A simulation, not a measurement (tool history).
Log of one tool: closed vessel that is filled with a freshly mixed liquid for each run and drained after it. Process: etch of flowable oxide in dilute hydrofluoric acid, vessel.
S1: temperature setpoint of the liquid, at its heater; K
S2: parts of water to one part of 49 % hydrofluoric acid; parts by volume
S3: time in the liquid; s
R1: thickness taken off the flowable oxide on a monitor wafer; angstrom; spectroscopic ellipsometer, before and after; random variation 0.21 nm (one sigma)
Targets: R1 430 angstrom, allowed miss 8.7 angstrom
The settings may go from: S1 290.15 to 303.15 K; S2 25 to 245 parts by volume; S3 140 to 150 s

run  hour      S1   S2   S3      R1
  1     0  295.15  135  140  380.03
  2   7.7  295.15   85  140   636.7
  3   9.5  295.15   85  150  675.98
  4    12  294.15   90  150  611.95
  5  19.1  296.15   90  150  670.14
  6  24.9  296.15   40  150  1606.3
  7  27.5  294.65   55  150  1077.3
  8  31.4  290.65  100  150  470.99

Which of these 5 next moves meets every target?
  A  35.3  290.15  100  140   ?
  B  35.3  290.65  105  150   ?
  C  35.3  292.15  120  150   ?
  D  35.3  290.15   95  140   ?
  E  35.3  291.15   90  140   ?

move      R1
   A  431.55
   B  447.37
   C  410.02
   D  456.64
   E  505.46
A: meets every target
B: nearer than the last run, and not there yet
C: takes the result that was furthest off past its target
D: nearer than the last run, and not there yet
E: further off than the last run
The right move is A.

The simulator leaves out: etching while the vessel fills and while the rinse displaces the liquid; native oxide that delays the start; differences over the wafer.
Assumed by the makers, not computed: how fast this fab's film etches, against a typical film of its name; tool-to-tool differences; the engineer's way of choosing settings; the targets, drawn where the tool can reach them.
